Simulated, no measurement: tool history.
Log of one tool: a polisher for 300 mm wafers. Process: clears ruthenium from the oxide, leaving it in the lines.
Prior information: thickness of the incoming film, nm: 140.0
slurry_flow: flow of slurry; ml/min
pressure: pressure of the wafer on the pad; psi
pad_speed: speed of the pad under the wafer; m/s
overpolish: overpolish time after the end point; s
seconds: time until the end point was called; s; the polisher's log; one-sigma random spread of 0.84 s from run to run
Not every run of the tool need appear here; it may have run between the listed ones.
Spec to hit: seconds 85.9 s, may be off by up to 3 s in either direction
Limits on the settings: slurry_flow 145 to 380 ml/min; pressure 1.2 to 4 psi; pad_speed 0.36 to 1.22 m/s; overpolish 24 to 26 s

run    day  slurry_flow  pressure  pad_speed  overpolish  seconds
  1      0          245       2.6       0.78          24   139.01
  2  0.142          245       2.6       0.68          24   158.87
  3   0.45          245       2.6       0.88          24   121.44
  4  0.671          245       2.6       0.96          24      112
  5  0.696          245       2.6       0.96          24    113.2
  6  0.733          245       2.1       0.96          24   131.77
  7    1.1          245       2.3       0.96          24   122.91
  8    1.2          245       2.5       0.96          24    116.2
  9  1.342          245       2.6       0.96          24   112.84
 10  1.633          245       2.7       0.96          24   110.23
 11  1.746          245       2.8       0.96          24   105.88
 12  1.946          245       2.9       0.96          24    102.3
 13  2.038          245         3       0.96          24   102.32
 14  2.242          245         3       0.96          24   100.65
 15    2.5          245       3.1       0.96          24   98.551
 16  2.525          245       3.2       0.96          24   96.569

Exactly one of the 5 candidate moves below puts every result within its allowed miss. Which one?
  A  2.55          225       2.9       1.04          26        ?
  B  2.55          175       3.4       0.84          26        ?
  C  2.55          225       3.1       0.94          24        ?
  D  2.55          235       3.6       0.98          26        ?
  E  2.55          245       2.9          1          25        ?

move  seconds
   A   96.715
   B   108.27
   C   101.22
   D   85.635
   E   99.547
A: roughly where the last run was
B: its largest miss is bigger than the last run's
C: its largest miss is bigger than the last run's
D: every result lands within tolerance
E: its largest miss is bigger than the last run's
D is the move that brings every result within its allowed miss.

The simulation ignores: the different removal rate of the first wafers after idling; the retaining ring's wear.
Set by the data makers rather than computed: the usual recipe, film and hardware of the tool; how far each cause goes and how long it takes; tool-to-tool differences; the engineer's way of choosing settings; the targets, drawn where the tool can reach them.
